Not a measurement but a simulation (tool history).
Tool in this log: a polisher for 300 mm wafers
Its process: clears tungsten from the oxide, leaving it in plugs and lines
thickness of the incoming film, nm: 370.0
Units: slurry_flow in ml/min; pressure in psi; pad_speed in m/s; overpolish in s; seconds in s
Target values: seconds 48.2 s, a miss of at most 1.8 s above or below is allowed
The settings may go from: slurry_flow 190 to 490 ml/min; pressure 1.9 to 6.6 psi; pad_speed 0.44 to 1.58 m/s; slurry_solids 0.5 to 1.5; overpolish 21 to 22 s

Run 1, hour 0: slurry_flow 315 ml/min, pressure 4.2 psi, pad_speed 1 m/s, slurry_solids 1, overpolish 21 s. Result: seconds 85.155 s.
Run 2, hour 8.9: slurry_flow 315 ml/min, pressure 4.7 psi, pad_speed 1 m/s, slurry_solids 1, overpolish 21 s. Result: seconds 75.196 s.
Run 3, hour 12.6: slurry_flow 315 ml/min, pressure 5.1 psi, pad_speed 1 m/s, slurry_solids 1, overpolish 21 s. Result: seconds 70.287 s.
Run 4, hour 19.6: slurry_flow 315 ml/min, pressure 5.4 psi, pad_speed 1.02 m/s, slurry_solids 1, overpolish 21 s. Result: seconds 64.764 s.
Run 5, hour 21.6: slurry_flow 315 ml/min, pressure 5.7 psi, pad_speed 1.04 m/s, slurry_solids 1, overpolish 21 s. Result: seconds 59.101 s.
Run 6, hour 24.2: slurry_flow 315 ml/min, pressure 5.7 psi, pad_speed 1.14 m/s, slurry_solids 1, overpolish 21 s. Result: seconds 54.44 s.
Run 7, hour 31.1: slurry_flow 315 ml/min, pressure 5.8 psi, pad_speed 1.14 m/s, slurry_solids 1, overpolish 21 s. Result: seconds 54.003 s.
Run 8, hour 40.1: slurry_flow 315 ml/min, pressure 5.9 psi, pad_speed 1.14 m/s, slurry_solids 1, overpolish 21 s. Result: seconds 52.694 s.
Run 9, hour 44.7: slurry_flow 315 ml/min, pressure 6 psi, pad_speed 1.14 m/s, slurry_solids 1, overpolish 21 s. Result: seconds 52.341 s.
Run 10, hour 50.7: slurry_flow 315 ml/min, pressure 6.1 psi, pad_speed 1.14 m/s, slurry_solids 1, overpolish 21 s. Result: seconds 51.255 s.
Run 11, hour 58.6: slurry_flow 315 ml/min, pressure 6.2 psi, pad_speed 1.14 m/s, slurry_solids 1, overpolish 21 s. Result: seconds 50.544 s.
Run 12, hour 63.7: slurry_flow 315 ml/min, pressure 6.3 psi, pad_speed 1.14 m/s, slurry_solids 1, overpolish 21 s. Result: seconds 49.765 s.

Consider the 4 candidate settings below. Which is the only one whose results all fall within their allowed miss of target?
Run A, hour 68.8: slurry_flow 410 ml/min, pressure 5.6 psi, pad_speed 1.14 m/s, slurry_solids 1.1, overpolish 22 s. Result: seconds ?.
Run B, hour 68.8: slurry_flow 335 ml/min, pressure 6.5 psi, pad_speed 1.14 m/s, slurry_solids 1.05, overpolish 21 s. Result: seconds ?.
Run C, hour 68.8: slurry_flow 315 ml/min, pressure 6.3 psi, pad_speed 1.1 m/s, slurry_solids 0.95, overpolish 21 s. Result: seconds ?.
Run D, hour 68.8: slurry_flow 400 ml/min, pressure 6.1 psi, pad_speed 1.06 m/s, slurry_solids 1.2, overpolish 21 s. Result: seconds ?.

move  seconds
   A    54.97
   B   48.735
   C   53.401
   D   53.374
A: moves away from the targets compared with the last run
B: hits every target within its allowed miss
C: moves away from the targets compared with the last run
D: moves away from the targets compared with the last run
Go with B: it meets all targets.

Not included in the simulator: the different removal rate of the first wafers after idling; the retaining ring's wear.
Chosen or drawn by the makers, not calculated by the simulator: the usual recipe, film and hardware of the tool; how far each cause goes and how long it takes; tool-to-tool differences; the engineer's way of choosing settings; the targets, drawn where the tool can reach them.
